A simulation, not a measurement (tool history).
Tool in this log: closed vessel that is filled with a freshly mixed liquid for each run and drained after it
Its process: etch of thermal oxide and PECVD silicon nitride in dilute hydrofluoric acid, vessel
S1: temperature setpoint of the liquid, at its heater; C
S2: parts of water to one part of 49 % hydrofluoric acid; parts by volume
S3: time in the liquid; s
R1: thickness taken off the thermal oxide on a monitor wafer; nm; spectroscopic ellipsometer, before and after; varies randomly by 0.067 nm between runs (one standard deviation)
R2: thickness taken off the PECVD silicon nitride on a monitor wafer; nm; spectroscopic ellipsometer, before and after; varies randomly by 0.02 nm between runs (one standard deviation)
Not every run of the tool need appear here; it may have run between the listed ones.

| run | hour | S1 | S2 | S3 | R1 | R2 |
|---|---|---|---|---|---|---|
| 1 | 0.0 | 20 | 165 | 405 | 9.8259 | 3.2178 |
| 2 | 0.6 | 20 | 165 | 270 | 6.6057 | 2.1567 |
| 3 | 8.7 | 20 | 125 | 270 | 8.9047 | 2.8198 |
| 4 | 14.8 | 20 | 130 | 270 | 8.5852 | 2.7022 |
| 5 | 20.6 | 20 | 85 | 270 | 13.8690 | 4.0981 |
| 6 | 27.3 | 20 | 95 | 270 | 12.1140 | 3.6595 |
| 7 | 30.4 | 20 | 105 | 270 | 10.9440 | 3.3297 |
| 8 | 32.4 | 20 | 110 | 270 | 10.3870 | 3.2481 |
| 9 | 34.7 | 20 | 115 | 270 | 9.8506 | 3.0764 |

Expected results for the next run?
| 10 | 39.1 | 20 | 120 | 270 | ? | ? |

R1: 9.3383 nm
R2: 2.9822 nm
